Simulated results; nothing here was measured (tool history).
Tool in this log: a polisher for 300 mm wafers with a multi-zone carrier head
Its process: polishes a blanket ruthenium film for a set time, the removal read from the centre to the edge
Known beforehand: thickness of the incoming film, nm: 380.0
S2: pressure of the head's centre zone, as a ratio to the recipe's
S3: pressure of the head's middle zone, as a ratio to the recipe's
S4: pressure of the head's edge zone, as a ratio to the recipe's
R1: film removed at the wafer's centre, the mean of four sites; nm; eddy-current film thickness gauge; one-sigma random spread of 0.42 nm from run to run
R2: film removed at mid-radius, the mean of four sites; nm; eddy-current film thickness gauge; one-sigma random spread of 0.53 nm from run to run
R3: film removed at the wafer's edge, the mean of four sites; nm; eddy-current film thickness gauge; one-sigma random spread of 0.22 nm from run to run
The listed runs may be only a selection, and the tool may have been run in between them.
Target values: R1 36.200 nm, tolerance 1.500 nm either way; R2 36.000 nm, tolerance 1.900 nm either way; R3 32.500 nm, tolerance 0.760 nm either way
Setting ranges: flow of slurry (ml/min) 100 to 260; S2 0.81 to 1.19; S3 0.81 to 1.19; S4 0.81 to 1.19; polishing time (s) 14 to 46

{"run": 1, "hour": 0.0, "flow of slurry (ml/min)": 165, "S2": 1.0, "S3": 1.0, "S4": 1.0, "polishing time (s)": 30, "R1": 47.255, "R2": 48.017, "R3": 44.752}
{"run": 2, "hour": 0.6, "flow of slurry (ml/min)": 165, "S2": 0.93, "S3": 1.0, "S4": 1.0, "polishing time (s)": 30, "R1": 43.138, "R2": 48.708, "R3": 45.718}
{"run": 3, "hour": 8.8, "flow of slurry (ml/min)": 160, "S2": 0.94, "S3": 0.99, "S4": 0.97, "polishing time (s)": 29, "R1": 42.06, "R2": 46.358, "R3": 42.269}
{"run": 4, "hour": 11.7, "flow of slurry (ml/min)": 150, "S2": 0.94, "S3": 0.96, "S4": 0.94, "polishing time (s)": 29, "R1": 42.257, "R2": 44.348, "R3": 41.636}
{"run": 5, "hour": 17.6, "flow of slurry (ml/min)": 150, "S2": 0.94, "S3": 0.96, "S4": 1.0, "polishing time (s)": 29, "R1": 41.864, "R2": 44.369, "R3": 43.564}
{"run": 6, "hour": 25.3, "flow of slurry (ml/min)": 150, "S2": 0.94, "S3": 0.91, "S4": 1.0, "polishing time (s)": 29, "R1": 41.705, "R2": 42.364, "R3": 43.421}
{"run": 7, "hour": 29.8, "flow of slurry (ml/min)": 145, "S2": 0.94, "S3": 0.91, "S4": 0.97, "polishing time (s)": 28, "R1": 40.524, "R2": 40.364, "R3": 41.107}
{"hour": 34.8, "done": "edge zone pressure recalibrated"}
{"run": 8, "hour": 34.8, "flow of slurry (ml/min)": 140, "S2": 0.94, "S3": 0.92, "S4": 0.94, "polishing time (s)": 27, "R1": 39.55, "R2": 38.673, "R3": 40.473}
{"run": 9, "hour": 37.9, "flow of slurry (ml/min)": 155, "S2": 0.95, "S3": 0.94, "S4": 0.92, "polishing time (s)": 26, "R1": 38.429, "R2": 37.777, "R3": 39.06}
{"run": 10, "hour": 41.1, "flow of slurry (ml/min)": 145, "S2": 0.96, "S3": 0.97, "S4": 0.9, "polishing time (s)": 25, "R1": 36.744, "R2": 36.846, "R3": 37.038}
{"run": 11, "hour": 46.0, "flow of slurry (ml/min)": 140, "S2": 0.98, "S3": 1.0, "S4": 0.88, "polishing time (s)": 25, "R1": 37.318, "R2": 38.061, "R3": 36.391}

5 next moves are on the table. One of them brings every result within its allowed miss. Which?
{"run": "A", "hour": 50.9, "flow of slurry (ml/min)": 120, "S2": 1.14, "S3": 0.91, "S4": 0.84, "polishing time (s)": 23, "R1": "?", "R2": "?", "R3": "?"}
{"run": "B", "hour": 50.9, "flow of slurry (ml/min)": 160, "S2": 0.98, "S3": 0.96, "S4": 0.81, "polishing time (s)": 24, "R1": "?", "R2": "?", "R3": "?"}
{"run": "C", "hour": 50.9, "flow of slurry (ml/min)": 100, "S2": 1.06, "S3": 1.19, "S4": 0.82, "polishing time (s)": 24, "R1": "?", "R2": "?", "R3": "?"}
{"run": "D", "hour": 50.9, "flow of slurry (ml/min)": 120, "S2": 1.13, "S3": 0.95, "S4": 0.87, "polishing time (s)": 22, "R1": "?", "R2": "?", "R3": "?"}
{"run": "E", "hour": 50.9, "flow of slurry (ml/min)": 200, "S2": 1.03, "S3": 1.03, "S4": 0.85, "polishing time (s)": 22, "R1": "?", "R2": "?", "R3": "?"}

move=A R1=39.213 R2=31.670 R3=32.368
move=B R1=37.089 R2=36.274 R3=34.365
move=C R1=36.631 R2=40.109 R3=32.504
move=D R1=37.187 R2=31.400 R3=31.435
move=E R1=37.036 R2=36.392 R3=32.889
A: brings the result that was furthest off to its target, and leaves another outside
B: closes in on the targets versus the last run, not all within tolerance yet
C: brings the result that was furthest off to its target, and leaves another outside
D: takes the biggest miss from the last run beyond its target
E: hits every target within its allowed miss
The move that meets every target is E.

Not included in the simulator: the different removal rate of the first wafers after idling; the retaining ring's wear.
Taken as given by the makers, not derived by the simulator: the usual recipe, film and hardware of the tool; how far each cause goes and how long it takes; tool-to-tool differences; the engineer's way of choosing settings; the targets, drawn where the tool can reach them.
